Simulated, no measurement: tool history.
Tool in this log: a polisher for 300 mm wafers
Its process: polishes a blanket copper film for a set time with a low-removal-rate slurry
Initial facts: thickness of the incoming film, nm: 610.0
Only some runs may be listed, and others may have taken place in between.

run,hour,flow of slurry (ml/min),pressure of the wafer on the pad (kPa),speed of the pad under the wafer (m/s),abrasive content of the slurry,polishing time (s),film removed (angstrom)
1,0,150,22.1,1.14,1,75,2690
2,1.8,150,19.3,1.12,1,75,2296.4
3,3.7,150,17.9,1.12,1,75,2115.7
4,7.1,150,16.5,1.12,1,75,1981.8
5,11.6,150,16.5,1.12,1.2,75,2005.6
6,13.5,150,16.5,1.12,1.2,79,2140.8
7,15.3,150,15.2,1.12,1.2,79,1925.1

Predict the results of run 8:
8,19.7,150,14.5,1.12,1.2,79,?

Run 8 measured film removed (angstrom) 1882.4.
